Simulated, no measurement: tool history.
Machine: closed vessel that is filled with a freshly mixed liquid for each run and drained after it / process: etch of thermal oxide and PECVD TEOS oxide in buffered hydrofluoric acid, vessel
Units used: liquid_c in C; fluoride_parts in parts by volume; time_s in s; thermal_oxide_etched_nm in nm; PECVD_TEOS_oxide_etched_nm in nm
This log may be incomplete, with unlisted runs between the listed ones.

| run | day | liquid_c | fluoride_parts | time_s | thermal_oxide_etched_nm | PECVD_TEOS_oxide_etched_nm |
|---|---|---|---|---|---|---|
| 1 | 0 | 21 | 12 | 60 | 46.589 | 71.957 |
| 2 | 0.217 | 20 | 13.5 | 60 | 39.148 | 60.561 |
| 3 | 0.325 | 20 | 10 | 60 | 52.746 | 81.8 |
| 4 | 0.6 | 20 | 10 | 45 | 39.11 | 60.767 |
| 5 | 0.812 | 19.5 | 11 | 45 | 34.902 | 54.705 |
| 6 | 1.012 | 19.5 | 13.5 | 45 | 28.418 | 44.481 |
| 7 | 1.321 | 19 | 14 | 45 | 26.781 | 42.013 |
| 8 | 1.558 | 18.5 | 14.5 | 45 | 25.015 | 38.961 |
| 9 | 1.842 | 18 | 14.5 | 45 | 24.595 | 37.011 |

Estimate the outcome of run 10 from the log above:
| 10 | 1.933 | 18 | 15 | 45 | ? | ? |

Run 10 yielded thermal_oxide_etched_nm 23.533 nm, PECVD_TEOS_oxide_etched_nm 36.346 nm.
